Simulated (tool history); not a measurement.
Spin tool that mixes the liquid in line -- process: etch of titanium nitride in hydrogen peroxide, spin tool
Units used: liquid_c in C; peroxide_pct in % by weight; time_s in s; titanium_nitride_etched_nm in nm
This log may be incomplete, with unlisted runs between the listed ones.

Run 1, hour 0.0: liquid_c 47.0 C, peroxide_pct 25.0 % by weight, time_s 320 s. Result: titanium_nitride_etched_nm 16.530 nm.
Run 2, hour 6.6: liquid_c 47.0 C, peroxide_pct 25.0 % by weight, time_s 320 s. Result: titanium_nitride_etched_nm 16.582 nm.
Run 3, hour 11.4: liquid_c 49.0 C, peroxide_pct 25.0 % by weight, time_s 320 s. Result: titanium_nitride_etched_nm 19.154 nm.
Run 4, hour 16.6: liquid_c 50.5 C, peroxide_pct 25.0 % by weight, time_s 320 s. Result: titanium_nitride_etched_nm 21.602 nm.
Run 5, hour 18.3: liquid_c 51.5 C, peroxide_pct 25.0 % by weight, time_s 320 s. Result: titanium_nitride_etched_nm 22.895 nm.
Run 6, hour 26.9: liquid_c 51.5 C, peroxide_pct 19.5 % by weight, time_s 320 s. Result: titanium_nitride_etched_nm 21.783 nm.
Run 7, hour 28.1: liquid_c 52.5 C, peroxide_pct 19.5 % by weight, time_s 320 s. Result: titanium_nitride_etched_nm 23.366 nm.
Run 8, hour 33.9: liquid_c 52.5 C, peroxide_pct 19.5 % by weight, time_s 320 s. Result: titanium_nitride_etched_nm 23.336 nm.
Run 9, hour 40.5: liquid_c 53.5 C, peroxide_pct 19.5 % by weight, time_s 320 s. Result: titanium_nitride_etched_nm 25.123 nm.

What will run 10 give?
Run 10, hour 43.0: liquid_c 53.5 C, peroxide_pct 19.5 % by weight, time_s 320 s. Result: titanium_nitride_etched_nm ?.

Run 10 produced titanium_nitride_etched_nm 24.896 nm.
